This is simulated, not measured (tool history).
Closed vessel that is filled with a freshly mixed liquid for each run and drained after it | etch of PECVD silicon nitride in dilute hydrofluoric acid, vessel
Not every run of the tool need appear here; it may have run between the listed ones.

run,hour,temperature setpoint of the liquid (K),parts of water to one part of 49 % hydrofluoric acid (parts by volume),time in the liquid (s),thickness taken off the PECVD silicon nitride on a monitor wafer (Å)
1,0.0,297.15,55,980,295.54
2,7.5,297.15,50,980,332.84
3,12.0,297.15,65,980,252.90
4,18.0,299.15,60,980,315.45
5,19.9,300.65,60,980,347.21
6,26.9,300.65,60,980,347.25
7,31.1,300.65,60,980,347.65
8,32.5,301.65,55,980,405.18
9,34.3,302.65,50,980,474.57
10,41.5,303.15,50,980,487.79

Expected results for the next run?
11,45.0,303.65,45,980,?

thickness taken off the PECVD silicon nitride on a monitor wafer (Å): 555.78
